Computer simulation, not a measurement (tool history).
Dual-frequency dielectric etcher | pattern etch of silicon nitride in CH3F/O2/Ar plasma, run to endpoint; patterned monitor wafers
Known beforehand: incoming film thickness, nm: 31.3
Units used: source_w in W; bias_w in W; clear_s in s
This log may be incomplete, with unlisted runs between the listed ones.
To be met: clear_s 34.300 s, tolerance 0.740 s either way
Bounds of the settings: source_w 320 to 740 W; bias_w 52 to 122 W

| run | hour | source_w | bias_w | clear_s |
|---|---|---|---|---|
| 1 | 0.0 | 530 | 87 | 40.613 |
| 2 | 2.0 | 590 | 87 | 39.171 |
| 3 | 9.6 | 590 | 75 | 41.316 |
| 4 | 13.5 | 610 | 78 | 40.290 |
| 5 | 19.8 | 610 | 63 | 43.383 |
| 6 | 25.4 | 610 | 55 | 45.440 |
| 7 | 33.0 | 630 | 61 | 42.953 |
| 8 | 35.9 | 630 | 61 | 43.402 |
| 9 | 41.0 | 650 | 66 | 41.660 |
| 10 | 47.8 | 740 | 84 | 36.653 |
| 11 | 55.7 | 740 | 86 | 36.340 |

Exercise: of the 5 proposed moves below, exactly one satisfies all targets within the stated allowed misses. Which move is it?
| A | 63.6 | 740 | 118 | ? |
| B | 63.6 | 740 | 99 | ? |
| C | 63.6 | 660 | 80 | ? |
| D | 63.6 | 670 | 76 | ? |
| E | 63.6 | 740 | 80 | ? |

| move | clear_s |
|---|---|
| A | 32.341 |
| B | 34.507 |
| C | 38.705 |
| D | 39.207 |
| E | 37.231 |
A: pushes the last run's worst result past its target
B: hits every target within its allowed miss
C: its largest miss is bigger than the last run's
D: its largest miss is bigger than the last run's
E: its largest miss is bigger than the last run's
The move that meets every target is B.

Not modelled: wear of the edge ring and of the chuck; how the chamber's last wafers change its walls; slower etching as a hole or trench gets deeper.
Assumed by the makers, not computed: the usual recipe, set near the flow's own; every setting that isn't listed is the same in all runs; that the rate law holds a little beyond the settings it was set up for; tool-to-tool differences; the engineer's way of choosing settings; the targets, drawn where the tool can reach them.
